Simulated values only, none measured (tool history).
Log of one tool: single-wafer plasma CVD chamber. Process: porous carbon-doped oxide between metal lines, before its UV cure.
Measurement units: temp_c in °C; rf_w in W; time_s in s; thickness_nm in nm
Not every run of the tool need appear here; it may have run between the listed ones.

Run 1, hour 0: temp_c 305 °C, rf_w 570 W, time_s 28.7 s. Result: thickness_nm 156.78 nm.
Run 2, hour 4.8: temp_c 310 °C, rf_w 570 W, time_s 28.7 s. Result: thickness_nm 152.17 nm.
Run 3, hour 5.7: temp_c 313 °C, rf_w 570 W, time_s 28.7 s. Result: thickness_nm 150.36 nm.
Run 4, hour 10.2: temp_c 313 °C, rf_w 570 W, time_s 27.4 s. Result: thickness_nm 144.4 nm.
Run 5, hour 18: temp_c 313 °C, rf_w 600 W, time_s 27.4 s. Result: thickness_nm 148.69 nm.
Run 6, hour 23.3: temp_c 316 °C, rf_w 600 W, time_s 27.4 s. Result: thickness_nm 146.37 nm.
Run 7, hour 25.8: temp_c 318 °C, rf_w 600 W, time_s 27.4 s. Result: thickness_nm 145.87 nm.

Predict the results of run 8:
Run 8, hour 32.2: temp_c 320 °C, rf_w 600 W, time_s 27.4 s. Result: thickness_nm ?.

{"run 8": {"thickness_nm": 143.98}}

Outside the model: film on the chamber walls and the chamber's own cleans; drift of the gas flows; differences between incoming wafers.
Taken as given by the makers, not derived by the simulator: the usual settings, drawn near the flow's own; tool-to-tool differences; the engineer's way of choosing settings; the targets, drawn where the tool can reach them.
